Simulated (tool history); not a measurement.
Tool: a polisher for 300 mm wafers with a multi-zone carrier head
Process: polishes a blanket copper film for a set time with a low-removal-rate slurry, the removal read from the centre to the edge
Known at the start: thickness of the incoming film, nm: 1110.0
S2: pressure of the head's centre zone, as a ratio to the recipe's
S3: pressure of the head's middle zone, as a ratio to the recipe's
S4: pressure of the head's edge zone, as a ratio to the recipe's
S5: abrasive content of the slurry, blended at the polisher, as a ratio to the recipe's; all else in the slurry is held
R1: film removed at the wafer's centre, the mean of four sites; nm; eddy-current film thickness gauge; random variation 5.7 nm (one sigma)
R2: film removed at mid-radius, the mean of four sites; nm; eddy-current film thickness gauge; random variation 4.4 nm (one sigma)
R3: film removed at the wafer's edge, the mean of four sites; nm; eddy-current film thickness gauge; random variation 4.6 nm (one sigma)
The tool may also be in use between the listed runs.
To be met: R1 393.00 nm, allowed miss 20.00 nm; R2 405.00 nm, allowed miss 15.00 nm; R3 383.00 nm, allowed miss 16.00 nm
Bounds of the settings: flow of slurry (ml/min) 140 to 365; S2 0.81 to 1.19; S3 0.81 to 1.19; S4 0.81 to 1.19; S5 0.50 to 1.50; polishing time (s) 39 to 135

run 1 hour=0.0 | flow_of_slurry_(ml/min)=235 S2=1.00 S3=1.00 S4=1.00 S5=1.00 polishing_time_(s)=87 | R1=327.19 R2=316.13 R3=317.39
run 2 hour=2.0 | flow_of_slurry_(ml/min)=240 S2=1.01 S3=1.04 S4=1.03 S5=1.10 polishing_time_(s)=88 | R1=354.55 R2=340.65 R3=333.86
run 3 hour=10.9 | flow_of_slurry_(ml/min)=245 S2=1.00 S3=1.07 S4=1.06 S5=1.15 polishing_time_(s)=89 | R1=362.92 R2=361.44 R3=355.27
run 4 hour=19.3 | flow_of_slurry_(ml/min)=245 S2=1.00 S3=1.07 S4=1.06 S5=1.25 polishing_time_(s)=89 | R1=365.00 R2=368.93 R3=346.41
run 5 hour=24.0 | flow_of_slurry_(ml/min)=255 S2=1.00 S3=1.09 S4=1.08 S5=1.25 polishing_time_(s)=89 | R1=359.99 R2=379.88 R3=351.83
run 6 hour=30.2 | flow_of_slurry_(ml/min)=250 S2=1.01 S3=1.09 S4=1.10 S5=1.25 polishing_time_(s)=90 | R1=364.96 R2=377.08 R3=368.76
run 7 hour=32.0 | flow_of_slurry_(ml/min)=255 S2=1.02 S3=1.10 S4=1.10 S5=1.25 polishing_time_(s)=90 | R1=379.59 R2=382.76 R3=355.88
-- hour=34.3 centre zone pressure recalibrated
run 8 hour=34.3 | flow_of_slurry_(ml/min)=260 S2=1.00 S3=1.11 S4=1.15 S5=1.40 polishing_time_(s)=92 | R1=360.62 R2=402.23 R3=397.36

Which of these 4 next moves meets every target?
run A hour=36.6 | flow_of_slurry_(ml/min)=210 S2=1.03 S3=1.07 S4=1.19 S5=1.35 polishing_time_(s)=100 | R1=? R2=? R3=?
run B hour=36.6 | flow_of_slurry_(ml/min)=285 S2=0.93 S3=1.14 S4=1.09 S5=1.50 polishing_time_(s)=90 | R1=? R2=? R3=?
run C hour=36.6 | flow_of_slurry_(ml/min)=185 S2=0.85 S3=1.02 S4=1.15 S5=1.10 polishing_time_(s)=100 | R1=? R2=? R3=?
run D hour=36.6 | flow_of_slurry_(ml/min)=235 S2=1.02 S3=1.08 S4=1.06 S5=1.25 polishing_time_(s)=99 | R1=? R2=? R3=?

move=A R1=392.87 R2=403.47 R3=413.55
move=B R1=345.48 R2=407.21 R3=373.60
move=C R1=314.00 R2=365.97 R3=385.85
move=D R1=387.40 R2=403.77 R3=385.28
A: brings the result that was furthest off to its target, and leaves another outside
B: further off than the last run
C: further off than the last run
D: meets every target
The right move is D.
